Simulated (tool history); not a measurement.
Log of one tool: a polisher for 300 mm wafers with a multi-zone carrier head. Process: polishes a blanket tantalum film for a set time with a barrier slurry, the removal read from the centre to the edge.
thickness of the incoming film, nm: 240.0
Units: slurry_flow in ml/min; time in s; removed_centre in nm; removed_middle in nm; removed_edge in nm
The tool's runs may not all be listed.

| run | day | slurry_flow | centre_zone | middle_zone | edge_zone | slurry_solids | time | removed_centre | removed_middle | removed_edge |
|---|---|---|---|---|---|---|---|---|---|---|
| 1 | 0.000 | 145 | 1.00 | 1.00 | 1.00 | 1.00 | 63 | 79.292 | 79.816 | 76.570 |
| 2 | 0.104 | 145 | 1.00 | 0.99 | 0.98 | 0.95 | 62 | 76.153 | 75.943 | 76.393 |
| 3 | 0.396 | 120 | 1.00 | 0.99 | 0.98 | 0.95 | 62 | 72.164 | 72.430 | 74.976 |
| 4 | 0.758 | 100 | 1.00 | 0.99 | 0.98 | 0.95 | 62 | 69.434 | 71.195 | 71.911 |
| 5 | 1.021 | 105 | 1.02 | 1.00 | 0.98 | 0.90 | 60 | 68.347 | 68.478 | 69.633 |
| 6 | 1.192 | 105 | 1.07 | 1.00 | 0.98 | 0.90 | 60 | 71.166 | 69.264 | 67.145 |
| 7 | 1.454 | 105 | 1.07 | 1.00 | 0.98 | 0.85 | 59 | 68.921 | 65.768 | 65.524 |
| 8 | 1.588 | 105 | 1.07 | 1.01 | 0.98 | 0.80 | 58 | 67.650 | 64.435 | 63.769 |
| 9 | 1.688 | 105 | 1.07 | 1.01 | 0.98 | 0.80 | 58 | 66.384 | 65.281 | 63.377 |

Forecast run 10:
| 10 | 2.021 | 105 | 1.07 | 1.01 | 0.98 | 0.75 | 57 | ? | ? | ? |

Run 10 gave removed_centre 64.141 nm, removed_middle 61.697 nm, removed_edge 61.654 nm.

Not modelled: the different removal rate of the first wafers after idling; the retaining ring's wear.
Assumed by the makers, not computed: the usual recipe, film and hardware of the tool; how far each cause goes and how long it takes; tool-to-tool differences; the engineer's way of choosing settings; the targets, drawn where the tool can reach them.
